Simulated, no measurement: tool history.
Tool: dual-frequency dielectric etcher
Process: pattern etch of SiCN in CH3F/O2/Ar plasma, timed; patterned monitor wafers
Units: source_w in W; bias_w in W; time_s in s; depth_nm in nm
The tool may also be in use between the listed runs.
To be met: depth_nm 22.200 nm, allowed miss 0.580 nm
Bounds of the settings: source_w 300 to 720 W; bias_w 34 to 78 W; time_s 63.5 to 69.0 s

run,hour,source_w,bias_w,time_s,depth_nm
1,0.0,510,56,69.0,28.349
2,6.7,510,56,69.0,28.309
3,8.8,420,56,69.0,26.490
4,14.8,400,53,68.5,25.161
5,15.7,400,53,69.0,25.478
6,22.4,400,53,69.0,25.339
7,30.4,380,52,68.5,24.663
8,38.5,370,51,68.5,24.429
9,41.5,310,43,66.0,20.742
10,46.7,320,43,66.0,20.970

Which of these 4 next moves meets every target?
A,51.9,340,49,69.0,?
B,51.9,400,44,63.5,?
C,51.9,310,53,69.0,?
D,51.9,310,44,66.0,?

move,depth_nm
A,23.308
B,21.896
C,23.213
D,20.740
A: takes the result that was furthest off past its target
B: meets every target
C: takes the result that was furthest off past its target
D: further off than the last run
Move B is the one to make.

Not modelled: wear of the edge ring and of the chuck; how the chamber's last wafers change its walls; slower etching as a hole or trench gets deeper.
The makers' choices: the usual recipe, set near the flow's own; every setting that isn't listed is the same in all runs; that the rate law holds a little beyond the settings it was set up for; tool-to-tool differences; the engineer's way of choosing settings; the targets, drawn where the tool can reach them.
